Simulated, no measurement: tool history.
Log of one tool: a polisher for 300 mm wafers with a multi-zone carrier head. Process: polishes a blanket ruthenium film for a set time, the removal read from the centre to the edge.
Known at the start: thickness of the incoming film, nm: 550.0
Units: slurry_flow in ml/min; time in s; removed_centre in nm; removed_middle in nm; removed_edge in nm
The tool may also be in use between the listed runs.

| run | day | slurry_flow | centre_zone | middle_zone | edge_zone | time | removed_centre | removed_middle | removed_edge |
|---|---|---|---|---|---|---|---|---|---|
| 1 | 0.000 | 225 | 1.00 | 1.00 | 1.00 | 83 | 99.44 | 102.34 | 102.15 |
| 2 | 0.079 | 225 | 1.00 | 1.06 | 1.00 | 83 | 99.75 | 108.00 | 102.59 |
| 3 | 0.375 | 230 | 1.03 | 1.02 | 1.04 | 87 | 105.77 | 110.84 | 109.44 |
| 4 | 0.546 | 230 | 1.03 | 1.02 | 0.98 | 87 | 108.06 | 112.21 | 105.28 |
| 5 | 0.646 | 230 | 1.07 | 0.97 | 1.03 | 91 | 115.49 | 108.89 | 113.41 |
| 6 | 0.988 | 235 | 1.10 | 0.95 | 1.06 | 94 | 124.42 | 112.39 | 121.65 |
| 7 | 1.238 | 245 | 1.12 | 0.94 | 1.08 | 95 | 127.78 | 113.46 | 121.90 |
| 8 | 1.608 | 240 | 1.13 | 0.92 | 1.09 | 97 | 130.08 | 111.90 | 126.71 |

Forecast run 9:
| 9 | 1.658 | 245 | 1.14 | 0.91 | 1.11 | 98 | ? | ? | ? |

Run 9 gave removed_centre 135.87 nm, removed_middle 115.87 nm, removed_edge 128.54 nm.
